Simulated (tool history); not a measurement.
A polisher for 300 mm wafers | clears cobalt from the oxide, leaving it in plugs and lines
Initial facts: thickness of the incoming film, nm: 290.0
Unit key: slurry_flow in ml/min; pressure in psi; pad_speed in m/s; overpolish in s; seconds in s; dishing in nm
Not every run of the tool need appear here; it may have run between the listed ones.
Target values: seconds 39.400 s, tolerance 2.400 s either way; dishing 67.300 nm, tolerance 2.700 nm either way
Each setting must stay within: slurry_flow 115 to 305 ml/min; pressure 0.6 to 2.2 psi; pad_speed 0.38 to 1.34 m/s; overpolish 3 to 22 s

run 1 hour=0.0 | slurry_flow=195 pressure=1.4 pad_speed=0.86 overpolish=11 | seconds=72.592 dishing=31.817
run 2 hour=4.4 | slurry_flow=195 pressure=1.5 pad_speed=0.88 overpolish=11 | seconds=67.767 dishing=33.519
run 3 hour=12.4 | slurry_flow=195 pressure=1.6 pad_speed=0.90 overpolish=11 | seconds=62.171 dishing=34.989
run 4 hour=19.7 | slurry_flow=195 pressure=1.8 pad_speed=0.90 overpolish=11 | seconds=58.263 dishing=37.647
run 5 hour=26.4 | slurry_flow=195 pressure=1.5 pad_speed=0.90 overpolish=11 | seconds=68.615 dishing=34.940
run 6 hour=34.2 | slurry_flow=195 pressure=1.6 pad_speed=0.94 overpolish=11 | seconds=59.247 dishing=36.586
run 7 hour=41.7 | slurry_flow=195 pressure=1.6 pad_speed=0.96 overpolish=12 | seconds=59.362 dishing=39.268
run 8 hour=47.3 | slurry_flow=195 pressure=1.6 pad_speed=0.98 overpolish=12 | seconds=57.298 dishing=40.427
run 9 hour=49.1 | slurry_flow=195 pressure=1.6 pad_speed=1.00 overpolish=12 | seconds=55.605 dishing=41.123
run 10 hour=50.2 | slurry_flow=195 pressure=1.6 pad_speed=1.02 overpolish=12 | seconds=54.923 dishing=41.428
run 11 hour=58.2 | slurry_flow=195 pressure=1.6 pad_speed=1.04 overpolish=12 | seconds=54.616 dishing=41.989
run 12 hour=66.6 | slurry_flow=185 pressure=2.0 pad_speed=1.06 overpolish=15 | seconds=44.012 dishing=53.845
run 13 hour=70.3 | slurry_flow=190 pressure=2.0 pad_speed=1.06 overpolish=15 | seconds=46.117 dishing=54.096

Below are 4 possible settings for the next run. Only one of them brings all results inside the allowed miss of their targets. Which is it?
run A hour=74.0 | slurry_flow=200 pressure=2.0 pad_speed=1.12 overpolish=17 | seconds=? dishing=?
run B hour=74.0 | slurry_flow=145 pressure=2.2 pad_speed=1.26 overpolish=10 | seconds=? dishing=?
run C hour=74.0 | slurry_flow=195 pressure=2.2 pad_speed=1.34 overpolish=20 | seconds=? dishing=?
run D hour=74.0 | slurry_flow=305 pressure=1.9 pad_speed=1.24 overpolish=18 | seconds=? dishing=?

move=A seconds=42.618 dishing=62.072
move=B seconds=37.148 dishing=48.872
move=C seconds=33.330 dishing=74.795
move=D seconds=38.286 dishing=67.459
A: moves toward the targets from the last run without getting all of them in spec
B: moves away from the targets compared with the last run
C: takes the biggest miss from the last run beyond its target
D: every result within its allowed miss
Answer: D
